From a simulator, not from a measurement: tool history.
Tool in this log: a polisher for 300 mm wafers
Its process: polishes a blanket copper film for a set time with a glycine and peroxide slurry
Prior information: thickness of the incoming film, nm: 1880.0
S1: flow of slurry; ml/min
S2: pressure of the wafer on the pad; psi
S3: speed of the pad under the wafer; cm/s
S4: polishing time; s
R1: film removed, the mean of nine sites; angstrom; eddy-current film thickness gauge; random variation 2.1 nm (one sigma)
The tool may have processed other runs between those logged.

run  hour   S1   S2   S3  S4      R1
  1     0  155    2   86  42  1572.3
  2   8.3  155    2  102  42  1787.3
  3    16  160  2.1  102  42  1889.2
  4  23.4  160  2.1  112  42  2007.8
  5    24  135  2.1  112  42  1971.6
  6  25.1  160  2.1  112  42  2003.4
  7  27.9  160  2.2  112  42  2083.9

Run 8 comes next. What will it give?
  8  31.7  165  2.3  112  42   ?

{"run 8": {"R1": 2190.8}}
